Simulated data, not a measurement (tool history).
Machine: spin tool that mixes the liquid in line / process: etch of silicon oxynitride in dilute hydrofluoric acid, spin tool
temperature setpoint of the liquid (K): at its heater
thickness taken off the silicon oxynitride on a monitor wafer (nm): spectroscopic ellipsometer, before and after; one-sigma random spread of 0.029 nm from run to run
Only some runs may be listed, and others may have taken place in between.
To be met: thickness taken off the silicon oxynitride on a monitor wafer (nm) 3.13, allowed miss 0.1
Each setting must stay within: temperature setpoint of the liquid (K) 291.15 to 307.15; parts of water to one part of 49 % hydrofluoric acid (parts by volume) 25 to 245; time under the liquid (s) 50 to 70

| run | hour | temperature setpoint of the liquid (K) | parts of water to one part of 49 % hydrofluoric acid (parts by volume) | time under the liquid (s) | thickness taken off the silicon oxynitride on a monitor wafer (nm) |
|---|---|---|---|---|---|
| 1 | 0 | 299.15 | 135 | 70 | 2.6991 |
| 2 | 6.8 | 299.65 | 135 | 70 | 2.8116 |
| 3 | 12.3 | 300.15 | 135 | 70 | 2.8133 |
| 4 | 21 | 298.15 | 135 | 70 | 2.6056 |
| 5 | 27.7 | 298.65 | 135 | 70 | 2.6345 |
| 6 | 31.7 | 299.15 | 135 | 70 | 2.7315 |
| 7 | 32.7 | 299.65 | 135 | 70 | 2.7838 |
| 8 | 36.7 | 300.15 | 135 | 70 | 2.8268 |
| 9 | 39.9 | 300.65 | 135 | 70 | 2.9183 |

Of the 4 settings listed for the next run, only one would bring every result within its allowed miss of target. Which one?
| A | 43.1 | 301.15 | 145 | 70 | ? |
| B | 43.1 | 300.65 | 125 | 70 | ? |
| C | 43.1 | 300.65 | 145 | 70 | ? |
| D | 43.1 | 299.65 | 115 | 60 | ? |

| move | thickness taken off the silicon oxynitride on a monitor wafer (nm) |
|---|---|
| A | 2.7824 |
| B | 3.2143 |
| C | 2.7214 |
| D | 2.8877 |
A: misses by more than the last run did
B: in spec on every target
C: misses by more than the last run did
D: misses by more than the last run did
Answer: B
